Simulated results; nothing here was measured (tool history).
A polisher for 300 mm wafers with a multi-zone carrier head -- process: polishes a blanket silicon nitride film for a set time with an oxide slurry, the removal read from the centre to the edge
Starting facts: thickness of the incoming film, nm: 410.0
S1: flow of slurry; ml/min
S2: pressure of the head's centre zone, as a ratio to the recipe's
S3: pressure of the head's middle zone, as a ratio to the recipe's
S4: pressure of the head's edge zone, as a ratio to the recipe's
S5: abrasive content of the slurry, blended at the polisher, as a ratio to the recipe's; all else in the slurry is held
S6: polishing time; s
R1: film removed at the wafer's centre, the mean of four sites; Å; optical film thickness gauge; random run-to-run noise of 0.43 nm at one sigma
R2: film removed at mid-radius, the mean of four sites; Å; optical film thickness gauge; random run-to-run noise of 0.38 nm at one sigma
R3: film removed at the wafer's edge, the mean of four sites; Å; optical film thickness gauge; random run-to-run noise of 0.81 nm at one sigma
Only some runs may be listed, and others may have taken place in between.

{"run": 1, "hour": 0.0, "S1": 170, "S2": 1, "S3": 1, "S4": 1, "S5": 1, "S6": 70, "R1": 521.64, "R2": 548.31, "R3": 511.15}
{"run": 2, "hour": 5.9, "S1": 170, "S2": 0.92, "S3": 1, "S4": 1, "S5": 1, "S6": 70, "R1": 489.1, "R2": 545.55, "R3": 502.83}
{"run": 3, "hour": 12.1, "S1": 180, "S2": 0.95, "S3": 1, "S4": 1, "S5": 1, "S6": 70, "R1": 509.05, "R2": 554.16, "R3": 515.8}
{"run": 4, "hour": 13.1, "S1": 180, "S2": 0.95, "S3": 1, "S4": 0.93, "S5": 1, "S6": 70, "R1": 510.63, "R2": 547.41, "R3": 495.27}
{"run": 5, "hour": 21.9, "S1": 190, "S2": 0.97, "S3": 0.99, "S4": 0.94, "S5": 1, "S6": 70, "R1": 519.13, "R2": 551.57, "R3": 521.03}
{"run": 6, "hour": 25.0, "S1": 190, "S2": 0.97, "S3": 1.02, "S4": 0.94, "S5": 1, "S6": 70, "R1": 518.99, "R2": 560.22, "R3": 510.14}

Run 7 has not been measured yet. What should we expect?
{"run": 7, "hour": 29.8, "S1": 240, "S2": 1.06, "S3": 0.98, "S4": 1, "S5": 1.05, "S6": 70, "R1": "?", "R2": "?", "R3": "?"}

R1: 591.94 Å
R2: 576.85 Å
R3: 546.52 Å
